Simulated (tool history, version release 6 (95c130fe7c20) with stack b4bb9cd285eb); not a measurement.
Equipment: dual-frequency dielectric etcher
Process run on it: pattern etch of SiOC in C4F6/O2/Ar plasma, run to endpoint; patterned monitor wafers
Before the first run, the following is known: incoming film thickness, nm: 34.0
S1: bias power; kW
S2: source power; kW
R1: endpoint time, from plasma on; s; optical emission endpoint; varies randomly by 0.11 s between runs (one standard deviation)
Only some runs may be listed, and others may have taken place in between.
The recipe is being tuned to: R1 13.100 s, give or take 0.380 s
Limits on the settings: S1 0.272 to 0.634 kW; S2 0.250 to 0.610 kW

| run | hour | S1 | S2 | R1 |
|---|---|---|---|---|
| 1 | 0.0 | 0.453 | 0.430 | 11.716 |
| 2 | 4.6 | 0.498 | 0.430 | 11.163 |
| 3 | 9.5 | 0.498 | 0.490 | 10.497 |
| 4 | 12.2 | 0.498 | 0.420 | 11.280 |
| 5 | 16.6 | 0.498 | 0.480 | 10.678 |
| 6 | 20.7 | 0.454 | 0.470 | 11.055 |
| 7 | 27.8 | 0.422 | 0.450 | 11.645 |
| 8 | 34.9 | 0.396 | 0.440 | 11.788 |
| 9 | 37.2 | 0.377 | 0.420 | 12.404 |
| 10 | 42.7 | 0.365 | 0.410 | 12.723 |

5 candidate next runs follow, results not yet known. Just one meets every target within its allowed miss. Identify it.
| A | 48.2 | 0.387 | 0.410 | ? |
| B | 48.2 | 0.357 | 0.440 | ? |
| C | 48.2 | 0.367 | 0.470 | ? |
| D | 48.2 | 0.389 | 0.420 | ? |
| E | 48.2 | 0.320 | 0.420 | ? |

| move | R1 |
|---|---|
| A | 12.408 |
| B | 12.360 |
| C | 11.902 |
| D | 12.257 |
| E | 13.076 |
A: misses by more than the last run did
B: misses by more than the last run did
C: misses by more than the last run did
D: misses by more than the last run did
E: hits every target within its allowed miss
Answer: E

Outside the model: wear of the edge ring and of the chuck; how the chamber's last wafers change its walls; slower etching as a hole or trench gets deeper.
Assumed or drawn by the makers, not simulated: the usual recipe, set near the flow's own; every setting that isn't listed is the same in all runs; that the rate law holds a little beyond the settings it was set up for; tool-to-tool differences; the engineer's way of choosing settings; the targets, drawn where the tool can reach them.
